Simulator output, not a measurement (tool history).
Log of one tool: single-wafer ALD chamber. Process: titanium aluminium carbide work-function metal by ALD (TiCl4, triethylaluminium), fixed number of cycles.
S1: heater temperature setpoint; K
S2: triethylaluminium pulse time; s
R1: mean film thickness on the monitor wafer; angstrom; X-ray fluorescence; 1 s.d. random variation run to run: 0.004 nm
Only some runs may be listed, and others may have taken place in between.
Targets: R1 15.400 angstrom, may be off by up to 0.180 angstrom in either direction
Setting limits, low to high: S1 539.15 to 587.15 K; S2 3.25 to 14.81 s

Run 1, day 0.000: S1 563.15 K, S2 9.03 s. Result: R1 18.087 angstrom.
Run 2, day 0.229: S1 563.15 K, S2 7.17 s. Result: R1 17.241 angstrom.
Run 3, day 0.292: S1 559.15 K, S2 7.17 s. Result: R1 17.065 angstrom.
Run 4, day 0.421: S1 559.15 K, S2 8.20 s. Result: R1 17.483 angstrom.
Run 5, day 0.588: S1 555.15 K, S2 7.54 s. Result: R1 16.898 angstrom.
Run 6, day 0.883: S1 552.15 K, S2 7.19 s. Result: R1 16.588 angstrom.
Run 7, day 0.983: S1 549.15 K, S2 6.89 s. Result: R1 16.181 angstrom.
Run 8, day 1.167: S1 547.15 K, S2 6.80 s. Result: R1 15.918 angstrom.
Run 9, day 1.500: S1 546.15 K, S2 6.77 s. Result: R1 15.943 angstrom.
Run 10, day 1.525: S1 545.15 K, S2 6.70 s. Result: R1 15.802 angstrom.
Run 11, day 1.888: S1 544.15 K, S2 6.67 s. Result: R1 15.725 angstrom.
Run 12, day 2.250: S1 543.15 K, S2 6.64 s. Result: R1 15.659 angstrom.

Which of these 4 next moves meets every target?
Run A, day 2.612: S1 552.15 K, S2 6.60 s. Result: R1 ?.
Run B, day 2.612: S1 540.15 K, S2 7.21 s. Result: R1 ?.
Run C, day 2.612: S1 540.15 K, S2 7.18 s. Result: R1 ?.
Run D, day 2.612: S1 539.15 K, S2 6.67 s. Result: R1 ?.

move      R1
   A  16.134
   B  15.706
   C  15.690
   D  15.324
A: the biggest miss grows against the last run
B: the biggest miss grows against the last run
C: the biggest miss grows against the last run
D: hits every target within its allowed miss
Move D is the one to make.

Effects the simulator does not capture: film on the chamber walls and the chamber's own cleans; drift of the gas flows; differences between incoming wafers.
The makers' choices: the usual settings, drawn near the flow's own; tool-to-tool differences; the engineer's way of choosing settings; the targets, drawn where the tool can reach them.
